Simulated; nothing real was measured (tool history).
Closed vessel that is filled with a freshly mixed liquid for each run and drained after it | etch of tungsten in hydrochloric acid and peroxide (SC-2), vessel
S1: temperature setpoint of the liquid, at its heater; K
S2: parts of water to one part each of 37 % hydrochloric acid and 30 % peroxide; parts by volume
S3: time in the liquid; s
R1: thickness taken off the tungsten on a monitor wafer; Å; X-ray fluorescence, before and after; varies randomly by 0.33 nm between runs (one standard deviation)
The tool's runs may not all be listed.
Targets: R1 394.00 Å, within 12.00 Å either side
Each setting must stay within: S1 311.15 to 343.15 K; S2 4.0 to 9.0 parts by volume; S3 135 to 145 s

run	hour	S1	S2	S3	R1
1	0.0	327.15	5.0	135	519.68
2	0.9	327.15	5.0	135	528.34
3	6.1	327.15	4.0	135	603.11
4	8.5	326.15	4.0	135	574.68
5	17.1	325.15	4.0	135	534.25
6	21.5	324.15	4.0	135	500.58
7	30.7	323.65	4.0	135	484.63
# hour 38.6: chemicals flow meter replaced
8	38.6	323.15	4.0	135	449.02

Consider the 5 candidate settings below. Which is the only one whose results all fall within their allowed miss of target?
A	46.5	322.15	4.0	135	?
B	46.5	322.15	4.5	145	?
C	46.5	321.15	4.5	145	?
D	46.5	323.65	4.5	135	?
E	46.5	321.65	4.0	140	?

move	R1
A	421.78
B	418.17
C	390.96
D	430.35
E	422.95
A: better than the last run, though not everything is in spec
B: better than the last run, though not everything is in spec
C: each result inside its tolerance
D: better than the last run, though not everything is in spec
E: better than the last run, though not everything is in spec
C meets every target.

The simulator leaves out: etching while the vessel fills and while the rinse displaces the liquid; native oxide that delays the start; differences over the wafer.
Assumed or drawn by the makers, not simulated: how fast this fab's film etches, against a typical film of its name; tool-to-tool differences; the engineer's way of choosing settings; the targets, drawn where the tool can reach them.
